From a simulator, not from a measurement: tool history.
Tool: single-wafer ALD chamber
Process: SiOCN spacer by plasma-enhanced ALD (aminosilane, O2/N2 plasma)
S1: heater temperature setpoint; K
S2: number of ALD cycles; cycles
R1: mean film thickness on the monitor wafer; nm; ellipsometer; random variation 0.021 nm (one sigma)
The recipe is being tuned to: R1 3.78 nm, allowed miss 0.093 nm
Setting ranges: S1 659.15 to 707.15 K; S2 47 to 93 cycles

run 1 day=0 | S1=683.15 S2=70 | R1=4.1894
run 2 day=0.233 | S1=683.15 S2=79 | R1=4.7529
run 3 day=0.508 | S1=683.15 S2=70 | R1=4.1886
run 4 day=0.8 | S1=685.15 S2=69 | R1=4.1395
run 5 day=0.854 | S1=685.15 S2=73 | R1=4.386
run 6 day=1.029 | S1=685.15 S2=70 | R1=4.1578
run 7 day=1.342 | S1=687.15 S2=69 | R1=4.1179
run 8 day=1.471 | S1=687.15 S2=67 | R1=3.9689
run 9 day=1.517 | S1=688.15 S2=66 | R1=3.9164

Next run, 5 choices. One meets every target within its allowed miss, the rest don't. Which?
run A day=1.562 | S1=693.15 S2=70 | R1=?
run B day=1.562 | S1=702.15 S2=66 | R1=?
run C day=1.562 | S1=681.15 S2=67 | R1=?
run D day=1.562 | S1=685.15 S2=68 | R1=?
run E day=1.562 | S1=679.15 S2=67 | R1=?

move=A R1=4.1007
move=B R1=3.7674
move=C R1=4.0589
move=D R1=4.0741
move=E R1=4.0812
A: moves away from the targets compared with the last run
B: meets every target
C: moves away from the targets compared with the last run
D: moves away from the targets compared with the last run
E: moves away from the targets compared with the last run
The right move is B.

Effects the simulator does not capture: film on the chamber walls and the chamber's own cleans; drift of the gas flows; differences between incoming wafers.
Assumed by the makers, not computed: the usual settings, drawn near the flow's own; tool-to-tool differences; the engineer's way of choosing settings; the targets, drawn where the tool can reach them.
